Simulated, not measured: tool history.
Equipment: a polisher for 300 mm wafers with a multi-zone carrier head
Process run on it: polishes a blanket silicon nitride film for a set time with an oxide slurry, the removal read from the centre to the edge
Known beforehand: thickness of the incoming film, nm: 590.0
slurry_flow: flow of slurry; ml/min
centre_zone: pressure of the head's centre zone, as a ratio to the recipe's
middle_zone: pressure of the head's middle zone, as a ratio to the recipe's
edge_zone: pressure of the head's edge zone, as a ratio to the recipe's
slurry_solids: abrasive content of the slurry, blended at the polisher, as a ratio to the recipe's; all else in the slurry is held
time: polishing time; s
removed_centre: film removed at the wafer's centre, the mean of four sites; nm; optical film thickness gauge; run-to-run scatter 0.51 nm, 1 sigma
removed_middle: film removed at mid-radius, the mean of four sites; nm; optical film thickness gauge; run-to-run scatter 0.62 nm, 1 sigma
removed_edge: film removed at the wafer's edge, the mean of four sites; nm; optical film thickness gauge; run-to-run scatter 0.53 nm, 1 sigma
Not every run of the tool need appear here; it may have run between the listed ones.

run  hour  slurry_flow  centre_zone  middle_zone  edge_zone  slurry_solids  time  removed_centre  removed_middle  removed_edge
  1   0.0          320         1.00         1.00       1.00           1.00    74          47.969          47.624        47.963
  2   1.1          320         1.01         1.00       1.02           1.05    75          50.363          50.588        50.295
  3   7.1          320         1.02         0.98       1.04           1.10    76          53.751          51.256        54.029
  4  11.4          325         1.03         0.99       1.06           1.15    76          56.193          52.816        56.228
  5  17.7          370         1.03         0.99       1.06           1.15    76          56.634          54.851        55.968
  6  25.8          370         1.11         0.99       1.06           1.15    76          61.428          54.162        55.718
  7  27.6          365         1.10         0.99       1.07           1.20    76          61.517          55.603        56.816
  8  33.2          365         1.10         0.99       1.09           1.25    76          63.733          55.959        58.941
  9  40.3          370         1.09         0.99       1.10           1.30    76          63.859          57.612        61.067
 10  42.9          375         1.09         0.99       1.11           1.35    76          65.091          58.269        61.832
     49.3  -- edge zone pressure recalibrated
 11  49.3          375         1.09         0.99       1.12           1.35    76          65.434          59.751        65.229
 12  56.9          380         1.10         0.99       1.13           1.35    76          65.318          59.178        65.595
 13  64.6          380         1.10         0.99       1.13           1.35    76          65.783          58.706        64.679
 14  66.9          385         1.10         1.00       1.14           1.35    76          66.706          59.481        65.531
 15  69.5          390         1.10         1.01       1.15           1.35    76          65.547          59.636        66.990
 16  78.2          395         1.11         1.02       1.15           1.35    76          67.722          60.243        65.619

Expected results for the next run?
 17  81.6          400         1.11         1.02       1.16           1.35    76               ?               ?             ?

Run 17 produced removed_centre 66.789 nm, removed_middle 60.517 nm, removed_edge 66.978 nm.
